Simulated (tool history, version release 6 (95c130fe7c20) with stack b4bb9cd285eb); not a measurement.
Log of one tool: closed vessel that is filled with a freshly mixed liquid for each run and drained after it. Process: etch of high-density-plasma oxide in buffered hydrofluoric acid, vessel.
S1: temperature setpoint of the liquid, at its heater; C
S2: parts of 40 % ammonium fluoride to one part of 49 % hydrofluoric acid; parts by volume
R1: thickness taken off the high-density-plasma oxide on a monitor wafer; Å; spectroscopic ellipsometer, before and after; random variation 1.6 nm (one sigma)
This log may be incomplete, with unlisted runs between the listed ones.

run 1 day=0.000 | S1=24.0 S2=14.5 time_in_the_liquid_(s)=95 | R1=854.58
run 2 day=0.271 | S1=25.5 S2=13.0 time_in_the_liquid_(s)=95 | R1=1031.30
run 3 day=0.492 | S1=25.5 S2=13.0 time_in_the_liquid_(s)=105 | R1=1158.20
run 4 day=0.579 | S1=25.5 S2=13.0 time_in_the_liquid_(s)=95 | R1=1045.10
run 5 day=0.850 | S1=25.5 S2=13.0 time_in_the_liquid_(s)=95 | R1=1038.00
run 6 day=0.971 | S1=26.5 S2=12.0 time_in_the_liquid_(s)=95 | R1=1183.60
run 7 day=1.025 | S1=27.5 S2=11.0 time_in_the_liquid_(s)=95 | R1=1372.10
run 8 day=1.392 | S1=28.5 S2=10.5 time_in_the_liquid_(s)=95 | R1=1518.60
run 9 day=1.771 | S1=29.0 S2=10.0 time_in_the_liquid_(s)=95 | R1=1624.30
run 10 day=1.817 | S1=29.0 S2=10.0 time_in_the_liquid_(s)=95 | R1=1609.40
run 11 day=2.096 | S1=29.5 S2=9.5 time_in_the_liquid_(s)=95 | R1=1721.00
run 12 day=2.283 | S1=32.0 S2=7.0 time_in_the_liquid_(s)=95 | R1=2687.60
run 13 day=2.421 | S1=31.5 S2=7.0 time_in_the_liquid_(s)=95 | R1=2556.30

Run 14 comes next. What will it give?
run 14 day=2.579 | S1=31.0 S2=7.0 time_in_the_liquid_(s)=95 | R1=?

R1: 2530.70 Å
